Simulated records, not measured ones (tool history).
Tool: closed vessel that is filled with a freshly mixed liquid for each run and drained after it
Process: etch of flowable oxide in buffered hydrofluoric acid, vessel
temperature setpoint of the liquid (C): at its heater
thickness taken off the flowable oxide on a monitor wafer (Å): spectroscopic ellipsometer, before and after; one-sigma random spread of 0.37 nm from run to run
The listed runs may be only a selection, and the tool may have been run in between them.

run  hour  temperature setpoint of the liquid (C)  parts of 40 % ammonium fluoride to one part of 49 % hydrofluoric acid (parts by volume)  time in the liquid (s)  thickness taken off the flowable oxide on a monitor wafer (Å)
  1   0.0                                    20.0                                                                                     23.5                      35                                                         341.12
  2   8.0                                    17.5                                                                                     23.5                      35                                                         297.54
  3  16.1                                    21.0                                                                                     23.5                      35                                                         361.55
  4  22.4                                    21.0                                                                                     23.5                      30                                                         310.25
  5  25.3                                    21.0                                                                                     18.0                      30                                                         385.78
  6  30.2                                    22.5                                                                                     16.0                      30                                                         471.01
  7  33.3                                    23.5                                                                                     15.0                      30                                                         528.00

What does the tool deliver on the next run?
  8  41.5                                    24.5                                                                                     14.5                      30                                                              ?

thickness taken off the flowable oxide on a monitor wafer (Å): 574.50
